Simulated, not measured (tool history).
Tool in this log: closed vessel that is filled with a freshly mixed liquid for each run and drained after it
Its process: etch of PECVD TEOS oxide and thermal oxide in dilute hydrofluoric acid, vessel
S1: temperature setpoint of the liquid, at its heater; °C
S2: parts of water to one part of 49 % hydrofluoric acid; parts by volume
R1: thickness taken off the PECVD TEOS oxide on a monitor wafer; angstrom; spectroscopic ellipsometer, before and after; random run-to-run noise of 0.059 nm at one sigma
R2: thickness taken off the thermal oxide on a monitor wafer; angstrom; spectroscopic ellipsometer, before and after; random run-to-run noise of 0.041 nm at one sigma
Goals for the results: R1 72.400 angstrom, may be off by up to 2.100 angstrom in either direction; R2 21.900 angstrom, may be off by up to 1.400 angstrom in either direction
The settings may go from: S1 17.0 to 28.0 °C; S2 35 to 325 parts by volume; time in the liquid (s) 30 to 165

Run 1, hour 0.0: S1 20.0 °C, S2 180 parts by volume, time in the liquid (s) 85. Result: R1 55.539 angstrom, R2 16.634 angstrom.
Run 2, hour 3.9: S1 20.0 °C, S2 120 parts by volume, time in the liquid (s) 85. Result: R1 88.596 angstrom, R2 26.993 angstrom.
Run 3, hour 5.7: S1 17.5 °C, S2 120 parts by volume, time in the liquid (s) 85. Result: R1 80.774 angstrom, R2 23.268 angstrom.
Run 4, hour 11.4: S1 17.5 °C, S2 120 parts by volume, time in the liquid (s) 120. Result: R1 112.040 angstrom, R2 33.272 angstrom.
Run 5, hour 20.1: S1 17.5 °C, S2 170 parts by volume, time in the liquid (s) 120. Result: R1 74.831 angstrom, R2 23.145 angstrom.
Run 6, hour 28.9: S1 17.5 °C, S2 170 parts by volume, time in the liquid (s) 85. Result: R1 54.032 angstrom, R2 15.811 angstrom.
Run 7, hour 35.2: S1 18.5 °C, S2 170 parts by volume, time in the liquid (s) 85. Result: R1 56.244 angstrom, R2 16.972 angstrom.
Run 8, hour 41.0: S1 19.0 °C, S2 170 parts by volume, time in the liquid (s) 85. Result: R1 57.273 angstrom, R2 17.089 angstrom.
Run 9, hour 43.3: S1 19.5 °C, S2 170 parts by volume, time in the liquid (s) 85. Result: R1 58.300 angstrom, R2 17.809 angstrom.
Run 10, hour 52.5: S1 20.0 °C, S2 165 parts by volume, time in the liquid (s) 85. Result: R1 61.337 angstrom, R2 18.532 angstrom.
Run 11, hour 57.1: S1 20.5 °C, S2 165 parts by volume, time in the liquid (s) 85. Result: R1 62.411 angstrom, R2 19.554 angstrom.

Which single option among these 4 for the next run brings every result within its allowed miss of target? Just one does.
Run A, hour 61.7: S1 18.5 °C, S2 155 parts by volume, time in the liquid (s) 90. Result: R1 ?, R2 ?.
Run B, hour 61.7: S1 23.5 °C, S2 160 parts by volume, time in the liquid (s) 85. Result: R1 ?, R2 ?.
Run C, hour 61.7: S1 22.5 °C, S2 175 parts by volume, time in the liquid (s) 75. Result: R1 ?, R2 ?.
Run D, hour 61.7: S1 17.0 °C, S2 180 parts by volume, time in the liquid (s) 115. Result: R1 ?, R2 ?.

move      R1      R2
   A  65.993  20.082
   B  73.072  22.236
   C  55.819  16.986
   D  66.723  20.304
A: nearer the targets than the last run, but a result is still out of spec
B: in spec on every target
C: the biggest miss grows against the last run
D: nearer the targets than the last run, but a result is still out of spec
The move that meets every target is B.
